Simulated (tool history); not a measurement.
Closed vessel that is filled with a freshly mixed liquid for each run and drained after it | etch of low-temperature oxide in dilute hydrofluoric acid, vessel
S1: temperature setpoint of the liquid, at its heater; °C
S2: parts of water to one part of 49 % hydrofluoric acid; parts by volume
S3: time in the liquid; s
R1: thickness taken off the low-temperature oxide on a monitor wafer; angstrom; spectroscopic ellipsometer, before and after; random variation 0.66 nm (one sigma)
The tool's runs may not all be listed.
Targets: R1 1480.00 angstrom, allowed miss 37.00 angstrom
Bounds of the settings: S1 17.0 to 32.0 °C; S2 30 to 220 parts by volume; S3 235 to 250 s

run,hour,S1,S2,S3,R1
1,0.0,24.0,125,235,462.83
2,1.4,26.5,125,235,513.59
3,5.3,24.5,125,235,471.37
4,7.1,26.0,105,235,610.78
5,10.5,28.5,105,235,674.73
6,18.4,29.5,90,235,838.50
7,19.9,30.0,80,235,960.90
8,26.4,32.0,40,235,2226.80
9,33.4,30.0,40,235,2054.80
10,39.5,27.5,40,235,1860.20

5 next moves are on the table. One of them brings every result within its allowed miss. Which?
A,45.6,24.0,40,250,?
B,45.6,28.0,55,235,?
C,45.6,28.0,35,250,?
D,45.6,27.0,50,240,?
E,45.6,27.5,35,235,?

move,R1
A,1721.10
B,1355.30
C,2333.40
D,1473.50
E,2149.50
A: nearer than the last run, and not there yet
B: takes the result that was furthest off past its target
C: further off than the last run
D: meets every target
E: further off than the last run
Move D is the one to make.
